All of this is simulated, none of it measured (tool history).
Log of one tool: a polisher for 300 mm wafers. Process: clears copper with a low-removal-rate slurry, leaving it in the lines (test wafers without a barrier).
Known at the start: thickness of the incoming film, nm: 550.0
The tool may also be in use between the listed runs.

run	day	flow of slurry (ml/min)	pressure of the wafer on the pad (psi)	speed of the pad under the wafer (cm/s)	abrasive content of the slurry	overpolish time after the end point (s)	time until the end point was called (s)	dishing of a wide line in a test structure (angstrom)
1	0	235	3.4	100	1	15	165.04	286.43
2	0.121	235	3.2	100	1	16	173.76	291.75
3	0.471	235	3	100	1	17	183.2	292.01
4	0.692	200	3	100	1	17	186.95	280.2
5	0.892	200	3.8	100	1	17	150.16	331.31
6	0.929	200	3.8	100	1	23	147.63	379.75
7	1.033	200	3.5	100	1	22	161.31	361.71

Forecast run 8:
8	1.154	200	2.5	96	1	18	?	?

{"run 8": {"time until the end point was called (s)": 236.21, "dishing of a wide line in a test structure (angstrom)": 251.86}}
